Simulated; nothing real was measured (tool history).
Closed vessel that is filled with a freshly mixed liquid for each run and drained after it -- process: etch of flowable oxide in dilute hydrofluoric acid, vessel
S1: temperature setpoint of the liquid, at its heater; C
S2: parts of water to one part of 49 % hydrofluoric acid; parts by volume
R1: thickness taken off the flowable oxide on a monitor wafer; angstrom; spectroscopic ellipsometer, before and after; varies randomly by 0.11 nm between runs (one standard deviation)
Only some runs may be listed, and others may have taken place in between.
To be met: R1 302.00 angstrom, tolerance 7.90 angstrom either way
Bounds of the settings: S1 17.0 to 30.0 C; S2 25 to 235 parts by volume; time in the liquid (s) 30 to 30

{"run": 1, "hour": 0.0, "S1": 22.0, "S2": 130, "time in the liquid (s)": 30, "R1": 129.45}
{"run": 2, "hour": 2.3, "S1": 22.0, "S2": 105, "time in the liquid (s)": 30, "R1": 163.94}
{"run": 3, "hour": 4.8, "S1": 25.0, "S2": 105, "time in the liquid (s)": 30, "R1": 185.51}
{"run": 4, "hour": 7.6, "S1": 25.0, "S2": 130, "time in the liquid (s)": 30, "R1": 144.02}
{"run": 5, "hour": 8.5, "S1": 26.5, "S2": 115, "time in the liquid (s)": 30, "R1": 176.78}
{"run": 6, "hour": 11.8, "S1": 26.5, "S2": 115, "time in the liquid (s)": 30, "R1": 176.15}
{"run": 7, "hour": 16.3, "S1": 30.0, "S2": 65, "time in the liquid (s)": 30, "R1": 383.92}
{"run": 8, "hour": 24.1, "S1": 26.0, "S2": 65, "time in the liquid (s)": 30, "R1": 330.43}
{"run": 9, "hour": 32.3, "S1": 25.5, "S2": 65, "time in the liquid (s)": 30, "R1": 322.56}

4 next moves are on the table. One of them brings every result within its allowed miss. Which?
{"run": "A", "hour": 40.5, "S1": 24.5, "S2": 60, "time in the liquid (s)": 30, "R1": "?"}
{"run": "B", "hour": 40.5, "S1": 26.0, "S2": 65, "time in the liquid (s)": 30, "R1": "?"}
{"run": "C", "hour": 40.5, "S1": 24.0, "S2": 65, "time in the liquid (s)": 30, "R1": "?"}
{"run": "D", "hour": 40.5, "S1": 25.0, "S2": 60, "time in the liquid (s)": 30, "R1": "?"}

move=A R1=334.11
move=B R1=325.45
move=C R1=300.22
move=D R1=340.96
A: the biggest miss grows against the last run
B: the biggest miss grows against the last run
C: hits every target within its allowed miss
D: the biggest miss grows against the last run
C is the move that brings every result within its allowed miss.

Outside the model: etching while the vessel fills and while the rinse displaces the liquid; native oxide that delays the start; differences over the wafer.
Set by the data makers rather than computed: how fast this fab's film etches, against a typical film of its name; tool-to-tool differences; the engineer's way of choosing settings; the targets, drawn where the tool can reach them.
